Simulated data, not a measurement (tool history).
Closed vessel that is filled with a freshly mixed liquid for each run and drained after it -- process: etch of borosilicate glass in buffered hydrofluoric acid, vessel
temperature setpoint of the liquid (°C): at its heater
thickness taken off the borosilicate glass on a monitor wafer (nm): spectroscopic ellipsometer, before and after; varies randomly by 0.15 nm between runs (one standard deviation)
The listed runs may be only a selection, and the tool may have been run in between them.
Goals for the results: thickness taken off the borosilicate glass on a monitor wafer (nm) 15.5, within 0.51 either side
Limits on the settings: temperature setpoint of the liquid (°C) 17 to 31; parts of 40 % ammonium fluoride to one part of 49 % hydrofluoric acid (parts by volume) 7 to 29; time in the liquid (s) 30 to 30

run	hour	temperature setpoint of the liquid (°C)	parts of 40 % ammonium fluoride to one part of 49 % hydrofluoric acid (parts by volume)	time in the liquid (s)	thickness taken off the borosilicate glass on a monitor wafer (nm)
1	0	23	18	30	22.309
2	5.1	23	18	30	21.925
3	14.1	21.5	18	30	20.874
4	15	21.5	13.5	30	27.056
5	20.8	23.5	13.5	30	30.189
6	22	22	14.5	30	25.879
7	26.9	21	15.5	30	23.376
8	30.7	20	16.5	30	20.636
9	35.9	19.5	17	30	19.221
10	40.8	19	17.5	30	18.585
11	48.6	18.5	18	30	17.586
12	51.6	18	18	30	16.791

5 next moves are on the table. One of them brings every result within its allowed miss. Which?
A	54.6	23	29	30	?
B	54.6	17	17	30	?
C	54.6	20	20	30	?
D	54.6	17.5	17	30	?
E	54.6	19	17	30	?

move	thickness taken off the borosilicate glass on a monitor wafer (nm)
A	15.222
B	16.635
C	16.718
D	17.107
E	18.594
A: meets every target
B: moves toward the targets from the last run without getting all of them in spec
C: moves toward the targets from the last run without getting all of them in spec
D: further off than the last run
E: further off than the last run
Go with A: it meets all targets.

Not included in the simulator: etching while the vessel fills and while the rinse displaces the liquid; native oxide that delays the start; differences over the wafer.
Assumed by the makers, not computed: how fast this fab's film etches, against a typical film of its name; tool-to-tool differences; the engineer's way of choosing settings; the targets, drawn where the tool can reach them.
